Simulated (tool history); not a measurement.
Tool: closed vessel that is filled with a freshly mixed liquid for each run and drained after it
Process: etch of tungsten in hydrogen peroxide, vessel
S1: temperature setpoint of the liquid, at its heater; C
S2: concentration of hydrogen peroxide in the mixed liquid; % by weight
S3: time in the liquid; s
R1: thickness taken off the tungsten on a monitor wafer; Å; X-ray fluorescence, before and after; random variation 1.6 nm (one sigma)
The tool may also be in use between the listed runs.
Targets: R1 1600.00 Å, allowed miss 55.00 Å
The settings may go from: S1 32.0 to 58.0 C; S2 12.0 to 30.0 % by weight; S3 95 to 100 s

run,hour,S1,S2,S3,R1
1,0.0,42.0,21.0,95,800.01
2,7.0,42.0,25.5,95,868.42
3,10.8,42.0,29.0,95,941.41
4,18.0,35.5,29.0,95,615.29
5,21.1,35.5,30.0,95,623.57
6,22.9,35.5,26.5,95,576.14
7,28.4,43.5,27.0,95,1003.10
8,31.0,44.5,27.0,95,1055.30
9,33.3,45.5,27.0,95,1127.90
10,36.8,46.5,27.0,95,1184.40
11,41.1,52.5,27.0,95,1725.20

4 next moves are on the table. One of them brings every result within its allowed miss. Which?
A,45.4,51.0,23.0,95,?
B,45.4,51.0,28.5,95,?
C,45.4,50.5,26.5,95,?
D,45.4,49.0,29.0,95,?

move,R1
A,1467.50
B,1633.50
C,1528.00
D,1458.20
A: takes the result that was furthest off past its target
B: meets every target
C: takes the result that was furthest off past its target
D: takes the result that was furthest off past its target
Answer: B

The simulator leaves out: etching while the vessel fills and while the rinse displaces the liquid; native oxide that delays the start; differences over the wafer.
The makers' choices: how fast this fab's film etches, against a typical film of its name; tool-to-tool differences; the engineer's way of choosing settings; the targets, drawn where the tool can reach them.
